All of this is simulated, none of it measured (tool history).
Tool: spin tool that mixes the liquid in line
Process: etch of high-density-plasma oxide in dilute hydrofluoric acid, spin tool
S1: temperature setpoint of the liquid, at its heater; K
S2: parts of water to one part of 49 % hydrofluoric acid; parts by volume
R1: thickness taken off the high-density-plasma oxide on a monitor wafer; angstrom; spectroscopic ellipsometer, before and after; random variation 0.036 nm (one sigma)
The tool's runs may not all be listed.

Run 1, hour 0.0: S1 295.15 K, S2 180 parts by volume, time under the liquid (s) 100. Result: R1 32.032 angstrom.
Run 2, hour 6.3: S1 297.15 K, S2 180 parts by volume, time under the liquid (s) 100. Result: R1 34.923 angstrom.
Run 3, hour 10.7: S1 297.65 K, S2 175 parts by volume, time under the liquid (s) 100. Result: R1 36.594 angstrom.
Run 4, hour 18.2: S1 298.15 K, S2 170 parts by volume, time under the liquid (s) 100. Result: R1 38.822 angstrom.
Run 5, hour 18.9: S1 300.15 K, S2 170 parts by volume, time under the liquid (s) 100. Result: R1 41.627 angstrom.
Run 6, hour 27.8: S1 300.15 K, S2 170 parts by volume, time under the liquid (s) 80. Result: R1 33.244 angstrom.
Run 7, hour 36.6: S1 300.15 K, S2 160 parts by volume, time under the liquid (s) 80. Result: R1 35.854 angstrom.

The next listed run, before its measurement:
Run 8, hour 41.7: S1 300.65 K, S2 150 parts by volume, time under the liquid (s) 80. Result: R1 ?.

Run 8 gave R1 39.382 angstrom.

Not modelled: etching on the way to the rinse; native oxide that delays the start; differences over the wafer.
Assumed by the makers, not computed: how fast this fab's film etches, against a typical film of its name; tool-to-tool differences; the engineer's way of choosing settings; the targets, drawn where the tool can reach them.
